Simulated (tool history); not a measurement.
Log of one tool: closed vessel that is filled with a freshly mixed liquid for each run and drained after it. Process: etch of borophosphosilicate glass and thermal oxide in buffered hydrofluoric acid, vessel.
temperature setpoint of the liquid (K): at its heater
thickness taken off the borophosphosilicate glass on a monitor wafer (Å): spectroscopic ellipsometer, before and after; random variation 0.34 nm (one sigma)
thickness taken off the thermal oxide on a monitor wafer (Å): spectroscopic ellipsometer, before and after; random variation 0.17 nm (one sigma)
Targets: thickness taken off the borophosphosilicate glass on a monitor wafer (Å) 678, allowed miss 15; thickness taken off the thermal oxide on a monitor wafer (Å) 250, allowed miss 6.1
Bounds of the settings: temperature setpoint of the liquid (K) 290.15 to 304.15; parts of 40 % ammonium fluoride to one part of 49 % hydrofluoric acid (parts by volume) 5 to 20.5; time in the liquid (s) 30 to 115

run	hour	temperature setpoint of the liquid (K)	parts of 40 % ammonium fluoride to one part of 49 % hydrofluoric acid (parts by volume)	time in the liquid (s)	thickness taken off the borophosphosilicate glass on a monitor wafer (Å)	thickness taken off the thermal oxide on a monitor wafer (Å)
1	0	296.15	12.5	60	1348.9	503.32
2	6.6	296.15	9	60	1805.7	675.01
3	13.9	294.65	11	60	1411.1	521.54
4	18.6	293.65	12.5	60	1190	436.81
5	22.4	292.65	14	60	997.71	371.99
6	27.4	292.15	15	60	909.62	335.91
7	30.9	291.65	15.5	60	857.41	313.44
8	35.8	291.15	16	60	807.37	294.16
9	37.5	291.15	16.5	60	780.37	284.95
10	43.9	291.15	17	60	756.21	282.11
11	44.9	290.65	17	60	733.78	273.03
12	48.4	290.15	17.5	60	698.36	256.02

4 next moves are on the table. One of them brings every result within its allowed miss. Which?
A	51.9	292.15	16	45	?	?
B	51.9	290.15	17.5	55	?	?
C	51.9	294.15	10.5	30	?	?
D	51.9	290.15	18	60	?	?

move	thickness taken off the borophosphosilicate glass on a monitor wafer (Å)	thickness taken off the thermal oxide on a monitor wafer (Å)
A	639.58	233.52
B	639.31	233.19
C	721.59	263.14
D	678.21	247.4
A: takes the result that was furthest off past its target
B: takes the result that was furthest off past its target
C: further off than the last run
D: meets every target
The right move is D.

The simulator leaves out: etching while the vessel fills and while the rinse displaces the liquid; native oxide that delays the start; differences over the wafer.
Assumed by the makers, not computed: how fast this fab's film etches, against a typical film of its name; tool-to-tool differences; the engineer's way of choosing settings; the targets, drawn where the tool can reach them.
